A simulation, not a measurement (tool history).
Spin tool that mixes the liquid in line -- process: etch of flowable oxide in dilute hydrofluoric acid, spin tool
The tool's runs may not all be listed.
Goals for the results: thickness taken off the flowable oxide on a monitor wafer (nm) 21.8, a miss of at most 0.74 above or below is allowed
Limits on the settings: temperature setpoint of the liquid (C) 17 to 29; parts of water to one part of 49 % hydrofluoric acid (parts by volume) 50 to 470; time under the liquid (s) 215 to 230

run,day,temperature setpoint of the liquid (C),parts of water to one part of 49 % hydrofluoric acid (parts by volume),time under the liquid (s),thickness taken off the flowable oxide on a monitor wafer (nm)
1,0,21,260,215,39.314
2,0.35,21,350,215,27.047
3,0.604,21,350,215,27.083
4,0.888,21,350,230,28.905
# day 1.029: thermometer replaced
5,1.029,20,360,230,28.749
6,1.35,18,360,230,27.028
7,1.575,18,370,230,25.799
8,1.596,18,380,230,25.088
9,1.967,18,390,230,24.453
10,2.108,18,395,230,23.744
11,2.25,18,400,230,23.37

Which single option among these 4 for the next run brings every result within its allowed miss of target? Just one does.
A,2.392,21,400,215,?
B,2.392,17,350,230,?
C,2.392,20.5,455,230,?
D,2.392,24,440,215,?

move,thickness taken off the flowable oxide on a monitor wafer (nm)
A,24.533
B,27.108
C,21.681
D,23.809
A: misses by more than the last run did
B: misses by more than the last run did
C: in spec on every target
D: misses by more than the last run did
C meets every target.

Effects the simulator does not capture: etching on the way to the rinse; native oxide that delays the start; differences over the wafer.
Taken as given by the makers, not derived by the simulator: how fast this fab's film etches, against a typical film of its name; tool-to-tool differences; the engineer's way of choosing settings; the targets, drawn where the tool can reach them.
